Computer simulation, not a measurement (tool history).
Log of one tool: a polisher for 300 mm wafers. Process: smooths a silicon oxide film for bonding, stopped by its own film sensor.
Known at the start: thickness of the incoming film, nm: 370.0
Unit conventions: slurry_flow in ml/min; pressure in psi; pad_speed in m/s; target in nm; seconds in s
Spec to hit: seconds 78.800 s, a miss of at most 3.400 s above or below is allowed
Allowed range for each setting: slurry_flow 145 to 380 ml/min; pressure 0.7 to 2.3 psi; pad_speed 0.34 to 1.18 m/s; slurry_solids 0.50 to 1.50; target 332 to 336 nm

Run 1, hour 0.0: slurry_flow 245 ml/min, pressure 1.5 psi, pad_speed 0.76 m/s, slurry_solids 1.00, target 332 nm. Result: seconds 122.260 s.
Run 2, hour 7.8: slurry_flow 245 ml/min, pressure 1.8 psi, pad_speed 0.76 m/s, slurry_solids 1.00, target 332 nm. Result: seconds 107.090 s.
Run 3, hour 12.0: slurry_flow 245 ml/min, pressure 1.8 psi, pad_speed 0.82 m/s, slurry_solids 1.00, target 332 nm. Result: seconds 101.480 s.
Run 4, hour 17.9: slurry_flow 245 ml/min, pressure 1.9 psi, pad_speed 0.82 m/s, slurry_solids 1.00, target 332 nm. Result: seconds 98.278 s.
Run 5, hour 21.9: slurry_flow 245 ml/min, pressure 1.9 psi, pad_speed 0.74 m/s, slurry_solids 1.00, target 332 nm. Result: seconds 106.800 s.
Run 6, hour 29.8: slurry_flow 245 ml/min, pressure 2.3 psi, pad_speed 0.74 m/s, slurry_solids 1.00, target 332 nm. Result: seconds 90.242 s.
Run 7, hour 32.1: slurry_flow 245 ml/min, pressure 2.3 psi, pad_speed 0.78 m/s, slurry_solids 1.00, target 332 nm. Result: seconds 85.782 s.
Run 8, hour 38.6: slurry_flow 245 ml/min, pressure 2.3 psi, pad_speed 0.80 m/s, slurry_solids 1.00, target 332 nm. Result: seconds 85.565 s.
Run 9, hour 46.6: slurry_flow 245 ml/min, pressure 2.3 psi, pad_speed 0.82 m/s, slurry_solids 1.00, target 332 nm. Result: seconds 83.358 s.

Consider the 4 candidate settings below. Which is the only one whose results all fall within their allowed miss of target?
Run A, hour 54.6: slurry_flow 240 ml/min, pressure 2.2 psi, pad_speed 0.78 m/s, slurry_solids 1.00, target 333 nm. Result: seconds ?.
Run B, hour 54.6: slurry_flow 245 ml/min, pressure 2.2 psi, pad_speed 0.82 m/s, slurry_solids 0.85, target 335 nm. Result: seconds ?.
Run C, hour 54.6: slurry_flow 290 ml/min, pressure 2.2 psi, pad_speed 0.88 m/s, slurry_solids 0.90, target 335 nm. Result: seconds ?.
Run D, hour 54.6: slurry_flow 230 ml/min, pressure 2.2 psi, pad_speed 0.78 m/s, slurry_solids 1.05, target 333 nm. Result: seconds ?.

move  seconds
   A   88.352
   B   87.688
   C   78.840
   D   86.519
A: further off than the last run
B: further off than the last run
C: hits every target within its allowed miss
D: further off than the last run
Go with C: it meets all targets.
